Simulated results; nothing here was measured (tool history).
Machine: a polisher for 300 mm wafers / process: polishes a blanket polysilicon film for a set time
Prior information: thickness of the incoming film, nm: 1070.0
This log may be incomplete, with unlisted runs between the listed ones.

| run | hour | flow of slurry (ml/min) | pressure of the wafer on the pad (kPa) | speed of the pad under the wafer (cm/s) | polishing time (s) | film removed (Å) |
|---|---|---|---|---|---|---|
| 1 | 0.0 | 305 | 15.9 | 106 | 55 | 3283.5 |
| 2 | 6.3 | 305 | 18.6 | 106 | 55 | 3830.4 |
| 3 | 6.9 | 305 | 18.6 | 80 | 55 | 3156.3 |
| 4 | 8.6 | 305 | 15.2 | 80 | 55 | 2603.5 |
| 5 | 16.7 | 305 | 15.2 | 66 | 55 | 2358.3 |
| 6 | 17.6 | 305 | 15.2 | 66 | 57 | 2389.7 |

Predict the results of run 7:
| 7 | 24.2 | 310 | 17.9 | 78 | 57 | ? |

{"run 7": {"film removed (Å)": 3085.4}}
